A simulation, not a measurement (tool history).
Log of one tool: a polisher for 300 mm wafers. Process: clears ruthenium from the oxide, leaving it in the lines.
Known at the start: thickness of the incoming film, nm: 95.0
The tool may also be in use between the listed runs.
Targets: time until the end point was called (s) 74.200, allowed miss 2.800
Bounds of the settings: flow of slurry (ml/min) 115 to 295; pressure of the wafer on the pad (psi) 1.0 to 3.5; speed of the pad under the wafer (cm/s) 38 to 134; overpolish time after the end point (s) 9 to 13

| run | hour | flow of slurry (ml/min) | pressure of the wafer on the pad (psi) | speed of the pad under the wafer (cm/s) | overpolish time after the end point (s) | time until the end point was called (s) |
|---|---|---|---|---|---|---|
| 1 | 0.0 | 190 | 2.2 | 86 | 13 | 102.380 |
| 2 | 3.6 | 190 | 2.4 | 86 | 13 | 97.233 |
| 3 | 7.0 | 220 | 2.4 | 86 | 13 | 94.519 |
| 4 | 15.7 | 255 | 2.4 | 86 | 13 | 90.941 |
| 5 | 19.4 | 255 | 2.5 | 86 | 13 | 87.061 |
|  | 27.5 | head pressure recalibrated |
| 6 | 27.5 | 255 | 2.5 | 86 | 9 | 94.545 |
| 7 | 36.1 | 255 | 2.7 | 86 | 9 | 86.492 |
| 8 | 37.9 | 255 | 2.8 | 86 | 9 | 84.233 |
| 9 | 42.0 | 255 | 2.9 | 86 | 9 | 82.200 |
| 10 | 46.4 | 255 | 3.0 | 86 | 9 | 79.651 |

4 next moves are on the table. One of them brings every result within its allowed miss. Which?
| A | 50.8 | 275 | 2.9 | 96 | 10 | ? |
| B | 50.8 | 260 | 2.8 | 78 | 9 | ? |
| C | 50.8 | 250 | 3.0 | 78 | 9 | ? |
| D | 50.8 | 260 | 2.9 | 88 | 9 | ? |

| move | time until the end point was called (s) |
|---|---|
| A | 75.138 |
| B | 89.714 |
| C | 84.371 |
| D | 80.146 |
A: meets every target
B: further off than the last run
C: further off than the last run
D: further off than the last run
Answer: A

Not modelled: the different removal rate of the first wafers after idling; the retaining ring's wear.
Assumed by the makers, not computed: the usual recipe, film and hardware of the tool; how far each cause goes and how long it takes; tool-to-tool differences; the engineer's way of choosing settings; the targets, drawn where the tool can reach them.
